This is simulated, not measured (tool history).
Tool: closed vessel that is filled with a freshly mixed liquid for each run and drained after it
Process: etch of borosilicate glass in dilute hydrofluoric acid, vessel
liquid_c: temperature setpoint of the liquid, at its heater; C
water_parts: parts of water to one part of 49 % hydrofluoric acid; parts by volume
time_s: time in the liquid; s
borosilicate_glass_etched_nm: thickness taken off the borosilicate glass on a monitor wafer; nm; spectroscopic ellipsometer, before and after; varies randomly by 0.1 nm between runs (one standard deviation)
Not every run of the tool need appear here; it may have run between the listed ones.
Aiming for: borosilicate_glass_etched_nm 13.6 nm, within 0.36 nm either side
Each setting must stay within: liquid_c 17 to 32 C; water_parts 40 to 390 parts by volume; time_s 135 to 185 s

Run 1, day 0: liquid_c 24 C, water_parts 215 parts by volume, time_s 185 s. Result: borosilicate_glass_etched_nm 21.176 nm.
Run 2, day 0.112: liquid_c 26 C, water_parts 215 parts by volume, time_s 185 s. Result: borosilicate_glass_etched_nm 22.615 nm.
Run 3, day 0.438: liquid_c 26 C, water_parts 215 parts by volume, time_s 185 s. Result: borosilicate_glass_etched_nm 22.507 nm.
Run 4, day 0.504: liquid_c 26 C, water_parts 215 parts by volume, time_s 135 s. Result: borosilicate_glass_etched_nm 16.538 nm.
Run 5, day 0.833: liquid_c 26 C, water_parts 225 parts by volume, time_s 135 s. Result: borosilicate_glass_etched_nm 15.853 nm.
Run 6, day 1.054: liquid_c 27.5 C, water_parts 225 parts by volume, time_s 135 s. Result: borosilicate_glass_etched_nm 16.327 nm.
Run 7, day 1.1: liquid_c 27.5 C, water_parts 230 parts by volume, time_s 135 s. Result: borosilicate_glass_etched_nm 15.914 nm.
Run 8, day 1.467: liquid_c 27.5 C, water_parts 235 parts by volume, time_s 135 s. Result: borosilicate_glass_etched_nm 15.385 nm.
Run 9, day 1.579: liquid_c 27.5 C, water_parts 240 parts by volume, time_s 135 s. Result: borosilicate_glass_etched_nm 15.233 nm.
Run 10, day 1.629: liquid_c 27 C, water_parts 245 parts by volume, time_s 135 s. Result: borosilicate_glass_etched_nm 14.429 nm.
Run 11, day 1.675: liquid_c 27 C, water_parts 245 parts by volume, time_s 135 s. Result: borosilicate_glass_etched_nm 14.676 nm.
Run 12, day 2.012: liquid_c 27 C, water_parts 250 parts by volume, time_s 135 s. Result: borosilicate_glass_etched_nm 13.982 nm.

Which one of the following 5 next-run settings gets every result inside its allowed miss? There is exactly one.
Run A, day 2.35: liquid_c 25.5 C, water_parts 255 parts by volume, time_s 150 s. Result: borosilicate_glass_etched_nm ?.
Run B, day 2.35: liquid_c 20.5 C, water_parts 205 parts by volume, time_s 140 s. Result: borosilicate_glass_etched_nm ?.
Run C, day 2.35: liquid_c 27 C, water_parts 270 parts by volume, time_s 150 s. Result: borosilicate_glass_etched_nm ?.
Run D, day 2.35: liquid_c 27.5 C, water_parts 245 parts by volume, time_s 135 s. Result: borosilicate_glass_etched_nm ?.
Run E, day 2.35: liquid_c 28 C, water_parts 330 parts by volume, time_s 180 s. Result: borosilicate_glass_etched_nm ?.

move  borosilicate_glass_etched_nm
   A                         14.57
   B                        14.817
   C                        14.265
   D                        14.789
   E                        13.598
A: its largest miss is bigger than the last run's
B: its largest miss is bigger than the last run's
C: its largest miss is bigger than the last run's
D: its largest miss is bigger than the last run's
E: hits every target within its allowed miss
The move that meets every target is E.
